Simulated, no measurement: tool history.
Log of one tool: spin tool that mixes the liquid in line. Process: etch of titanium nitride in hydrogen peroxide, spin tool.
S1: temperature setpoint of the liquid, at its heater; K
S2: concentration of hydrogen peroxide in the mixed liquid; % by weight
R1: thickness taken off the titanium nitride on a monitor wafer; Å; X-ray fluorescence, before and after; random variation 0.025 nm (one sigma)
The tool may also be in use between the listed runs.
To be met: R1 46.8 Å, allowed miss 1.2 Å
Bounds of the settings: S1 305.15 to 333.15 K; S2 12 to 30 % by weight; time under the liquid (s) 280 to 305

Run 1, hour 0: S1 317.15 K, S2 20.5 % by weight, time under the liquid (s) 280. Result: R1 69.856 Å.
Run 2, hour 2.8: S1 314.65 K, S2 20.5 % by weight, time under the liquid (s) 280. Result: R1 57.672 Å.
Run 3, hour 5.5: S1 314.65 K, S2 20.5 % by weight, time under the liquid (s) 280. Result: R1 58.869 Å.
Run 4, hour 11.2: S1 314.65 K, S2 20.5 % by weight, time under the liquid (s) 280. Result: R1 57.89 Å.
Run 5, hour 12.5: S1 314.15 K, S2 20.5 % by weight, time under the liquid (s) 280. Result: R1 56.299 Å.
Run 6, hour 21.4: S1 313.65 K, S2 20.5 % by weight, time under the liquid (s) 280. Result: R1 53.415 Å.
Run 7, hour 22.7: S1 312.65 K, S2 20.5 % by weight, time under the liquid (s) 280. Result: R1 50.054 Å.
Run 8, hour 25.7: S1 312.15 K, S2 20.5 % by weight, time under the liquid (s) 280. Result: R1 48.14 Å.

Which of these 4 next moves meets every target?
Run A, hour 28.7: S1 310.65 K, S2 16.5 % by weight, time under the liquid (s) 305. Result: R1 ?.
Run B, hour 28.7: S1 311.15 K, S2 23 % by weight, time under the liquid (s) 290. Result: R1 ?.
Run C, hour 28.7: S1 310.65 K, S2 22 % by weight, time under the liquid (s) 280. Result: R1 ?.
Run D, hour 28.7: S1 310.15 K, S2 22 % by weight, time under the liquid (s) 300. Result: R1 ?.

move      R1
   A  44.716
   B  47.449
   C  43.653
   D  44.991
A: takes the result that was furthest off past its target
B: meets every target
C: takes the result that was furthest off past its target
D: takes the result that was furthest off past its target
Move B is the one to make.
